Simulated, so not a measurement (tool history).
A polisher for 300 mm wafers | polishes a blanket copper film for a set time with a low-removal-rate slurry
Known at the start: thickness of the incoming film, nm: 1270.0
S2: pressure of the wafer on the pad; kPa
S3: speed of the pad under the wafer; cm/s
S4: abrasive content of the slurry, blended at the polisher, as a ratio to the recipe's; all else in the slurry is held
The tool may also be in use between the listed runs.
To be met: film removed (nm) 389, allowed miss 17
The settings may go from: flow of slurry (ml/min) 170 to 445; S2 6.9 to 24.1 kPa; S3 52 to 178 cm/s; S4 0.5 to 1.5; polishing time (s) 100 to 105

run 1 day=0 | flow_of_slurry_(ml/min)=285 S2=15.2 S3=114 S4=1 polishing_time_(s)=100 | film_removed_(nm)=280.55
run 2 day=0.35 | flow_of_slurry_(ml/min)=285 S2=15.9 S3=114 S4=1 polishing_time_(s)=100 | film_removed_(nm)=296.85
run 3 day=0.383 | flow_of_slurry_(ml/min)=285 S2=15.9 S3=114 S4=0.85 polishing_time_(s)=100 | film_removed_(nm)=289.29
run 4 day=0.492 | flow_of_slurry_(ml/min)=285 S2=17.9 S3=114 S4=0.85 polishing_time_(s)=100 | film_removed_(nm)=322.61
run 5 day=0.517 | flow_of_slurry_(ml/min)=285 S2=17.9 S3=126 S4=0.85 polishing_time_(s)=100 | film_removed_(nm)=343.88
run 6 day=0.779 | flow_of_slurry_(ml/min)=285 S2=17.9 S3=126 S4=0.95 polishing_time_(s)=100 | film_removed_(nm)=357.15
run 7 day=0.95 | flow_of_slurry_(ml/min)=285 S2=18.6 S3=126 S4=0.95 polishing_time_(s)=100 | film_removed_(nm)=365.8
run 8 day=1.233 | flow_of_slurry_(ml/min)=285 S2=18.6 S3=126 S4=0.95 polishing_time_(s)=100 | film_removed_(nm)=360.85

4 next moves are on the table. One of them brings every result within its allowed miss. Which?
run A day=1.517 | flow_of_slurry_(ml/min)=300 S2=17.9 S3=120 S4=0.85 polishing_time_(s)=101 | film_removed_(nm)=?
run B day=1.517 | flow_of_slurry_(ml/min)=255 S2=18.6 S3=138 S4=0.8 polishing_time_(s)=101 | film_removed_(nm)=?
run C day=1.517 | flow_of_slurry_(ml/min)=295 S2=19.3 S3=132 S4=1.05 polishing_time_(s)=105 | film_removed_(nm)=?
run D day=1.517 | flow_of_slurry_(ml/min)=375 S2=24.1 S3=112 S4=0.7 polishing_time_(s)=105 | film_removed_(nm)=?

move=A film_removed_(nm)=333.79
move=B film_removed_(nm)=378.96
move=C film_removed_(nm)=416.43
move=D film_removed_(nm)=418.26
A: further off than the last run
B: meets every target
C: takes the result that was furthest off past its target
D: takes the result that was furthest off past its target
Answer: B
